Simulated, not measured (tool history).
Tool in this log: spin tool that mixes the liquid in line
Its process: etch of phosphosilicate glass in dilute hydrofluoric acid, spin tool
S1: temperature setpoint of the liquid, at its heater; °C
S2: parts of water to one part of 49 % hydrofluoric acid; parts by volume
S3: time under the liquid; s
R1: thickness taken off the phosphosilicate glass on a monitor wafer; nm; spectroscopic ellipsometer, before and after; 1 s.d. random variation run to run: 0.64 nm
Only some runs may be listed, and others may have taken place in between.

Run 1, hour 0: S1 25 °C, S2 200 parts by volume, S3 70 s. Result: R1 34.849 nm.
Run 2, hour 4.1: S1 28 °C, S2 200 parts by volume, S3 70 s. Result: R1 38.927 nm.
Run 3, hour 12.4: S1 28 °C, S2 170 parts by volume, S3 70 s. Result: R1 47.481 nm.
Run 4, hour 17.4: S1 28 °C, S2 225 parts by volume, S3 70 s. Result: R1 33.6 nm.
Run 5, hour 22.1: S1 28 °C, S2 155 parts by volume, S3 70 s. Result: R1 53.08 nm.
Run 6, hour 27.6: S1 25.5 °C, S2 155 parts by volume, S3 70 s. Result: R1 48.25 nm.
Run 7, hour 28.8: S1 27.5 °C, S2 130 parts by volume, S3 70 s. Result: R1 63.849 nm.

Estimate the outcome of run 8 from the log above:
Run 8, hour 33.8: S1 29 °C, S2 120 parts by volume, S3 70 s. Result: R1 ?.

R1: 73.283 nm
